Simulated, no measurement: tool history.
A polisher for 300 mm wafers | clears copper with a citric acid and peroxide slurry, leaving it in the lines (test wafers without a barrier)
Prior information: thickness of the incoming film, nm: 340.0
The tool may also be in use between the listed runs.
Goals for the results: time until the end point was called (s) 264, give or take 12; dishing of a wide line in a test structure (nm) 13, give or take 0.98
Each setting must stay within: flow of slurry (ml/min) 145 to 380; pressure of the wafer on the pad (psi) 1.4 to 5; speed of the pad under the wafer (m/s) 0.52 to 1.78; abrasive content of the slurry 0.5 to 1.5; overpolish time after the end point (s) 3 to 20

run	hour	flow of slurry (ml/min)	pressure of the wafer on the pad (psi)	speed of the pad under the wafer (m/s)	abrasive content of the slurry	overpolish time after the end point (s)	time until the end point was called (s)	dishing of a wide line in a test structure (nm)
1	0	245	3.2	1.14	1	10	134.17	19.056
2	7.3	245	3.2	1.14	1	12	133.17	22.015
3	16.3	245	2.9	1.12	1	12	149.42	19.844
4	20.6	245	2.7	1.1	1	12	165.66	18.144
5	22.2	245	2.5	1.1	1	12	179.58	16.979
6	24.5	245	2.3	1.1	1	12	189.97	16.763
7	28.8	245	2.2	1.1	1	12	199.55	15.376
8	32.5	245	2.1	1.1	1	12	208.96	14.843
9	36.7	245	2	1.1	1	12	220	14.44
10	37.4	245	1.9	1.1	1	12	233.81	13.208
11	46.1	245	1.5	1.08	1	13	292.49	11.779

5 next moves are on the table. One of them brings every result within its allowed miss. Which?
A	54.8	300	2.3	0.76	0.95	9	?	?
B	54.8	275	1.7	1.22	0.8	10	?	?
C	54.8	200	1.6	1.36	1.1	9	?	?
D	54.8	235	1.9	1.04	1	10	?	?
E	54.8	200	1.4	1.58	0.7	13	?	?

move	time until the end point was called (s)	dishing of a wide line in a test structure (nm)
A	241.46	10.532
B	250.48	11.128
C	238.86	10.537
D	242.85	11.482
E	268.98	13.116
A: takes the result that was furthest off past its target
B: takes the result that was furthest off past its target
C: takes the result that was furthest off past its target
D: takes the result that was furthest off past its target
E: every result lands within tolerance
Answer: E
